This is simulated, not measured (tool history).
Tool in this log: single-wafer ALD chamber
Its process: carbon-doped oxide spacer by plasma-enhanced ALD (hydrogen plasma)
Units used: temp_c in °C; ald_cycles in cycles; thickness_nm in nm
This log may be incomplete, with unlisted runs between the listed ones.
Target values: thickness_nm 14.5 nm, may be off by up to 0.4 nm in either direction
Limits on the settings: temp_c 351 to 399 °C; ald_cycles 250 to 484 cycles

run 1 day=0 | temp_c=375 ald_cycles=367 | thickness_nm=18.875
run 2 day=0.108 | temp_c=375 ald_cycles=420 | thickness_nm=21.611
run 3 day=0.375 | temp_c=375 ald_cycles=378 | thickness_nm=19.64
run 4 day=0.621 | temp_c=375 ald_cycles=363 | thickness_nm=18.716
run 5 day=0.746 | temp_c=375 ald_cycles=351 | thickness_nm=18.058
run 6 day=1.129 | temp_c=379 ald_cycles=351 | thickness_nm=18.022
run 7 day=1.442 | temp_c=379 ald_cycles=292 | thickness_nm=15.114
run 8 day=1.712 | temp_c=379 ald_cycles=290 | thickness_nm=15.031

Which of these 4 next moves meets every target?
run A day=1.983 | temp_c=384 ald_cycles=304 | thickness_nm=?
run B day=1.983 | temp_c=379 ald_cycles=280 | thickness_nm=?
run C day=1.983 | temp_c=379 ald_cycles=302 | thickness_nm=?
run D day=1.983 | temp_c=379 ald_cycles=295 | thickness_nm=?

move=A thickness_nm=15.654
move=B thickness_nm=14.418
move=C thickness_nm=15.551
move=D thickness_nm=15.191
A: its largest miss is bigger than the last run's
B: every result within its allowed miss
C: its largest miss is bigger than the last run's
D: its largest miss is bigger than the last run's
Correct choice: B, which meets every target
